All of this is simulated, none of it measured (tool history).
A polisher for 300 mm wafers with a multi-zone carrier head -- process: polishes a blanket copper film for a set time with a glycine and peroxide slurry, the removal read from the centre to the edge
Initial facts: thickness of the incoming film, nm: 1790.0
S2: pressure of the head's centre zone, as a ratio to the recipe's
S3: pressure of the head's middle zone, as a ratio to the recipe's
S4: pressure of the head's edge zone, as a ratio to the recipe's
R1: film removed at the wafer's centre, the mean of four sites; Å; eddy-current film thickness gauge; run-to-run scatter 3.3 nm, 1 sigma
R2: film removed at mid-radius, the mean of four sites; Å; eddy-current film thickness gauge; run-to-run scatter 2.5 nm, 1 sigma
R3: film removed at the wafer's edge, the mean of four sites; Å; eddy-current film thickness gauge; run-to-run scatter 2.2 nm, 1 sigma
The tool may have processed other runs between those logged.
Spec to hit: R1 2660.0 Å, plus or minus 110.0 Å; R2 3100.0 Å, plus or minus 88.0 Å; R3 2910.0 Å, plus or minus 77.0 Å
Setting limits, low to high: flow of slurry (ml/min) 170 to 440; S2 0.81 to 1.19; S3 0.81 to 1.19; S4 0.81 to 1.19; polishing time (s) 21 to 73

{"run": 1, "hour": 0.0, "flow of slurry (ml/min)": 280, "S2": 1.0, "S3": 1.0, "S4": 1.0, "polishing time (s)": 47, "R1": 2183.9, "R2": 2252.9, "R3": 2207.5}
{"run": 2, "hour": 1.5, "flow of slurry (ml/min)": 290, "S2": 1.0, "S3": 1.04, "S4": 1.05, "polishing time (s)": 50, "R1": 2383.6, "R2": 2476.0, "R3": 2443.0}
{"run": 3, "hour": 8.5, "flow of slurry (ml/min)": 290, "S2": 0.94, "S3": 1.04, "S4": 1.05, "polishing time (s)": 50, "R1": 2143.3, "R2": 2482.4, "R3": 2453.2}
{"run": 4, "hour": 13.1, "flow of slurry (ml/min)": 290, "S2": 0.94, "S3": 1.0, "S4": 1.05, "polishing time (s)": 50, "R1": 2214.9, "R2": 2404.4, "R3": 2432.7}
{"run": 5, "hour": 20.1, "flow of slurry (ml/min)": 290, "S2": 0.91, "S3": 1.0, "S4": 1.05, "polishing time (s)": 50, "R1": 2197.1, "R2": 2425.0, "R3": 2444.9}
{"run": 6, "hour": 25.7, "flow of slurry (ml/min)": 290, "S2": 0.91, "S3": 1.0, "S4": 1.05, "polishing time (s)": 45, "R1": 1868.4, "R2": 2180.3, "R3": 2195.1}
{"run": 7, "hour": 34.1, "flow of slurry (ml/min)": 340, "S2": 0.97, "S3": 1.1, "S4": 1.15, "polishing time (s)": 57, "R1": 2616.6, "R2": 2953.4, "R3": 2932.2}
{"run": 8, "hour": 41.9, "flow of slurry (ml/min)": 340, "S2": 0.98, "S3": 1.12, "S4": 1.14, "polishing time (s)": 57, "R1": 2705.1, "R2": 2998.4, "R3": 2930.3}
{"run": 9, "hour": 43.5, "flow of slurry (ml/min)": 340, "S2": 0.97, "S3": 1.13, "S4": 1.13, "polishing time (s)": 57, "R1": 2609.4, "R2": 2999.0, "R3": 2881.6}

Which one of the following 5 next-run settings gets every result inside its allowed miss? There is exactly one.
{"run": "A", "hour": 45.1, "flow of slurry (ml/min)": 330, "S2": 1.03, "S3": 1.13, "S4": 1.19, "polishing time (s)": 54, "R1": "?", "R2": "?", "R3": "?"}
{"run": "B", "hour": 45.1, "flow of slurry (ml/min)": 340, "S2": 0.87, "S3": 1.08, "S4": 1.09, "polishing time (s)": 57, "R1": "?", "R2": "?", "R3": "?"}
{"run": "C", "hour": 45.1, "flow of slurry (ml/min)": 320, "S2": 0.97, "S3": 1.16, "S4": 1.11, "polishing time (s)": 58, "R1": "?", "R2": "?", "R3": "?"}
{"run": "D", "hour": 45.1, "flow of slurry (ml/min)": 330, "S2": 1.02, "S3": 1.07, "S4": 1.14, "polishing time (s)": 55, "R1": "?", "R2": "?", "R3": "?"}
{"run": "E", "hour": 45.1, "flow of slurry (ml/min)": 350, "S2": 1.03, "S3": 1.08, "S4": 1.17, "polishing time (s)": 56, "R1": "?", "R2": "?", "R3": "?"}

move=A R1=2644.5 R2=2839.2 R3=2848.1
move=B R1=2361.1 R2=2924.2 R3=2881.0
move=C R1=2665.5 R2=3092.9 R3=2943.6
move=D R1=2666.4 R2=2795.3 R3=2838.4
move=E R1=2757.8 R2=2877.5 R3=2940.8
A: lands further from the targets than the last run did
B: lands further from the targets than the last run did
C: each result inside its tolerance
D: lands further from the targets than the last run did
E: lands further from the targets than the last run did
C meets every target.
